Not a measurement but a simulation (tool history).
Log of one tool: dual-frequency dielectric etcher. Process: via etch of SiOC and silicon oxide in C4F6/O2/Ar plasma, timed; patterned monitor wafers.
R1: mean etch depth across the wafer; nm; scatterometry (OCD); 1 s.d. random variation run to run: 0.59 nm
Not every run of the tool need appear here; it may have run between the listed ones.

run 1 day=0.000 | source_power_(kW)=0.270 bias_power_(kW)=0.161 etch_time_(s)=109.0 | R1=100.800
run 2 day=0.358 | source_power_(kW)=0.270 bias_power_(kW)=0.146 etch_time_(s)=109.0 | R1=97.742
run 3 day=0.446 | source_power_(kW)=0.270 bias_power_(kW)=0.146 etch_time_(s)=113.5 | R1=102.460
run 4 day=0.588 | source_power_(kW)=0.270 bias_power_(kW)=0.118 etch_time_(s)=113.5 | R1=97.272
-- day=0.758 wet clean of the chamber
run 5 day=0.758 | source_power_(kW)=0.250 bias_power_(kW)=0.118 etch_time_(s)=113.5 | R1=95.671
run 6 day=0.804 | source_power_(kW)=0.200 bias_power_(kW)=0.118 etch_time_(s)=113.5 | R1=87.083
run 7 day=0.862 | source_power_(kW)=0.230 bias_power_(kW)=0.121 etch_time_(s)=113.5 | R1=93.663

Forecast run 8:
run 8 day=0.942 | source_power_(kW)=0.290 bias_power_(kW)=0.132 etch_time_(s)=113.5 | R1=?

{"run 8": {"R1": 106.02}}

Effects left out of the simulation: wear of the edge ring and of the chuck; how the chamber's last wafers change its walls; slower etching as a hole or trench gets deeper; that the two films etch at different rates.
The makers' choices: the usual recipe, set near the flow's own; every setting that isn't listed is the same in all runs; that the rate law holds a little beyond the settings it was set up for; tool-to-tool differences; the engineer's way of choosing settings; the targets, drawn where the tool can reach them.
